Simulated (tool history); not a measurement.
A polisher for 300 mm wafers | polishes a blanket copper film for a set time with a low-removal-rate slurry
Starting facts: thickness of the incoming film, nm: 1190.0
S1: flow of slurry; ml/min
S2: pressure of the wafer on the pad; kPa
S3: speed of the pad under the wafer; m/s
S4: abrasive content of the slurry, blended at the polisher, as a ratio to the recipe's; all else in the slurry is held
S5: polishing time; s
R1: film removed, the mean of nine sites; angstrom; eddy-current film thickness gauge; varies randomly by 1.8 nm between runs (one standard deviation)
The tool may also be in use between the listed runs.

run  hour   S1    S2    S3   S4  S5      R1
  1   0.0  175  14.5  1.38  1.0  72  2527.8
  2   5.5  175  16.5  1.38  1.0  72  2902.5
  3  12.7  175  14.5  1.38  1.0  72  2491.9
  4  20.3  175  14.5  1.38  0.9  72  2472.0
  5  26.3  175  13.8  1.38  0.9  72  2365.3
  6  32.4  175  13.8  1.50  0.9  72  2535.9
  7  41.1  175  13.1  1.50  0.9  72  2401.9
  8  43.0  175  12.4  1.50  0.9  72  2248.0
  9  51.2  175  11.7  1.50  0.9  72  2145.5

For run 10, what comes out?
 10  57.8  175  11.0  1.50  0.9  72   ?

Run 10 gave R1 2023.8 angstrom.
